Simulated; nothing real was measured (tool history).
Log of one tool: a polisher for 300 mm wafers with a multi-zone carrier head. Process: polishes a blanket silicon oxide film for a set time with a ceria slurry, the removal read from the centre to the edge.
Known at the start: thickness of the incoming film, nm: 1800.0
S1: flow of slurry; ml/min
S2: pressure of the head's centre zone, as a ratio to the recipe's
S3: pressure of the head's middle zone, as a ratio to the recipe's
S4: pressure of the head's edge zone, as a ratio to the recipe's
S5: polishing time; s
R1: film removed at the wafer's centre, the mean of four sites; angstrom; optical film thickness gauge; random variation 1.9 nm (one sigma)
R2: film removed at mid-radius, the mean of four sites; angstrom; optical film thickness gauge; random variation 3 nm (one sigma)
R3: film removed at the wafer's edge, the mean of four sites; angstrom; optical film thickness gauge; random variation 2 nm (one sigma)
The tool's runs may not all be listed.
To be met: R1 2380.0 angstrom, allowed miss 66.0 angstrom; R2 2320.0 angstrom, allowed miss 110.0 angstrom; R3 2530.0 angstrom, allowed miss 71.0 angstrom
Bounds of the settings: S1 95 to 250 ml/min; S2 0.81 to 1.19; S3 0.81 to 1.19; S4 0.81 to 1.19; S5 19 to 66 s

run	hour	S1	S2	S3	S4	S5	R1	R2	R3
1	0.0	160	1.00	1.00	1.00	42	1736.9	1855.6	1800.2
2	7.6	160	1.00	0.94	1.00	42	1735.2	1769.2	1817.4
3	12.9	175	1.01	0.94	1.05	45	1926.9	1944.5	2035.2
4	17.4	175	0.96	0.94	1.05	45	1869.8	1949.8	2027.1
5	20.9	190	0.98	0.94	1.09	47	2001.8	1998.7	2163.2
6	21.6	190	0.98	0.94	1.02	47	2004.8	2056.4	2110.1
7	25.2	195	0.99	0.94	1.06	49	2103.3	2148.6	2198.8
8	28.9	200	0.99	0.93	1.09	51	2232.5	2234.9	2364.6
9	37.3	205	0.99	0.93	1.11	52	2270.2	2299.5	2421.6
10	38.7	210	1.00	0.92	1.12	52	2289.0	2296.1	2445.9
11	42.1	215	1.01	0.91	1.13	52	2346.3	2283.3	2448.5

5 next moves are on the table. One of them brings every result within its allowed miss. Which?
A	45.5	250	0.96	0.91	1.15	56	?	?	?
B	45.5	210	0.95	1.04	1.19	55	?	?	?
C	45.5	210	1.02	0.92	1.16	53	?	?	?
D	45.5	220	0.98	0.97	1.16	57	?	?	?
E	45.5	200	1.01	0.84	1.19	57	?	?	?

move	R1	R2	R3
A	2507.3	2515.6	2721.9
B	2365.0	2602.7	2646.2
C	2394.3	2324.6	2527.9
D	2528.2	2604.8	2734.4
E	2528.9	2346.6	2729.0
A: takes the result that was furthest off past its target
B: takes the result that was furthest off past its target
C: meets every target
D: takes the result that was furthest off past its target
E: takes the result that was furthest off past its target
Answer: C
